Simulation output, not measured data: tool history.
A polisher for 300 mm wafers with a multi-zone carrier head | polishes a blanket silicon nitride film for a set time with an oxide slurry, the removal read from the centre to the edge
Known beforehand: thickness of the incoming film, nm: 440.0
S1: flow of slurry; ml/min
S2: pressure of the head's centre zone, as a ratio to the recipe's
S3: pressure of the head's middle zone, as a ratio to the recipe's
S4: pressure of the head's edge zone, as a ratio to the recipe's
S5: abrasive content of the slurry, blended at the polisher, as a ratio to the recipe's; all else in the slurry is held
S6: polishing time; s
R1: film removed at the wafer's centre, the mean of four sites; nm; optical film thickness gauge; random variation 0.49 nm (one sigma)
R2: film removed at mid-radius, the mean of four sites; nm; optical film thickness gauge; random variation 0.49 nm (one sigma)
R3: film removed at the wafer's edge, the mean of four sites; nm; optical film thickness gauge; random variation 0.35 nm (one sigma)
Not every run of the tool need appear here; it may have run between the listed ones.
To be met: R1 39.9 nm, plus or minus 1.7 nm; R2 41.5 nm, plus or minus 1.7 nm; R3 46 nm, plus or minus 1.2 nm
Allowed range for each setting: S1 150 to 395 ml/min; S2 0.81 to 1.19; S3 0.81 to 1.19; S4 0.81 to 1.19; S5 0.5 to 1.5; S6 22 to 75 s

Run 1, hour 0: S1 250 ml/min, S2 1, S3 1, S4 1, S5 1, S6 48 s. Result: R1 24.707 nm, R2 24.9 nm, R3 25.157 nm.
Run 2, hour 4.4: S1 250 ml/min, S2 0.99, S3 1, S4 1.03, S5 1.1, S6 50 s. Result: R1 26.862 nm, R2 26.609 nm, R3 27.94 nm.
Run 3, hour 11.6: S1 255 ml/min, S2 0.98, S3 1.01, S4 1.05, S5 1.15, S6 52 s. Result: R1 28.148 nm, R2 29.324 nm, R3 29.641 nm.
Run 4, hour 19.8: S1 250 ml/min, S2 0.97, S3 1, S4 1.06, S5 1.2, S6 54 s. Result: R1 29.64 nm, R2 31.251 nm, R3 31.694 nm.
Run 5, hour 24.5: S1 250 ml/min, S2 0.97, S3 0.98, S4 1.08, S5 1.25, S6 56 s. Result: R1 31.727 nm, R2 32.083 nm, R3 33.568 nm.
Run 6, hour 27.7: S1 250 ml/min, S2 0.96, S3 0.97, S4 1.1, S5 1.3, S6 58 s. Result: R1 32.726 nm, R2 33.816 nm, R3 35.709 nm.
Run 7, hour 34.7: S1 250 ml/min, S2 0.96, S3 0.96, S4 1.11, S5 1.35, S6 59 s. Result: R1 34.67 nm, R2 34.017 nm, R3 37.096 nm.
At hour 38.5: worn pad replaced by a new one.
Run 8, hour 38.5: S1 250 ml/min, S2 0.95, S3 0.96, S4 1.12, S5 1.35, S6 60 s. Result: R1 36.548 nm, R2 37.401 nm, R3 40.682 nm.
Run 9, hour 43.6: S1 260 ml/min, S2 0.95, S3 0.96, S4 1.13, S5 1.35, S6 60 s. Result: R1 35.982 nm, R2 37.285 nm, R3 40.352 nm.
Run 10, hour 45.3: S1 275 ml/min, S2 0.95, S3 0.96, S4 1.14, S5 1.35, S6 60 s. Result: R1 37.745 nm, R2 36.922 nm, R3 40.544 nm.
Run 11, hour 52.8: S1 285 ml/min, S2 0.93, S3 0.96, S4 1.15, S5 1.35, S6 60 s. Result: R1 36.635 nm, R2 37.316 nm, R3 41.332 nm.
Run 12, hour 55: S1 335 ml/min, S2 0.94, S3 0.98, S4 1.19, S5 1.5, S6 60 s. Result: R1 39.247 nm, R2 40.966 nm, R3 44.23 nm.

Exactly one of the 5 candidate moves below puts every result within its allowed miss. Which one?
Run A, hour 57.2: S1 395 ml/min, S2 0.98, S3 1.09, S4 1.12, S5 1.35, S6 61 s. Result: R1 ?, R2 ?, R3 ?.
Run B, hour 57.2: S1 275 ml/min, S2 0.97, S3 0.97, S4 1.13, S5 1.5, S6 61 s. Result: R1 ?, R2 ?, R3 ?.
Run C, hour 57.2: S1 375 ml/min, S2 0.96, S3 1, S4 1.13, S5 1.2, S6 65 s. Result: R1 ?, R2 ?, R3 ?.
Run D, hour 57.2: S1 300 ml/min, S2 1.02, S3 1.05, S4 1.14, S5 1.5, S6 58 s. Result: R1 ?, R2 ?, R3 ?.
Run E, hour 57.2: S1 340 ml/min, S2 0.92, S3 0.95, S4 1.19, S5 1.5, S6 62 s. Result: R1 ?, R2 ?, R3 ?.

move      R1      R2      R3
   A   39.56  44.514  42.206
   B   39.38   40.73  43.187
   C  38.887  41.567  42.639
   D  39.825  41.793  41.457
   E  38.852  41.575  45.551
A: moves away from the targets compared with the last run
B: moves away from the targets compared with the last run
C: moves away from the targets compared with the last run
D: moves away from the targets compared with the last run
E: all results in spec
E is the move that brings every result within its allowed miss.
